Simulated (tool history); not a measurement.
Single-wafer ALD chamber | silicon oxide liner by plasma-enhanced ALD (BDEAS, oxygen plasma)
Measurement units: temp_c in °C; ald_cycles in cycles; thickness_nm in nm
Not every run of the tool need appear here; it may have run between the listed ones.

run  hour  temp_c  ald_cycles  thickness_nm
  1   0.0     320          34        3.2980
  2   0.7     320          36        3.4856
  3   3.5     325          36        3.4628
  4   8.6     332          36        3.4340
  5  15.3     325          36        3.4597
  6  19.8     325          32        3.0761
  7  24.3     326          32        3.0601
  8  33.2     327          32        3.0625

Forecast run 9:
  9  40.0     328          32             ?

thickness_nm: 3.0613 nm

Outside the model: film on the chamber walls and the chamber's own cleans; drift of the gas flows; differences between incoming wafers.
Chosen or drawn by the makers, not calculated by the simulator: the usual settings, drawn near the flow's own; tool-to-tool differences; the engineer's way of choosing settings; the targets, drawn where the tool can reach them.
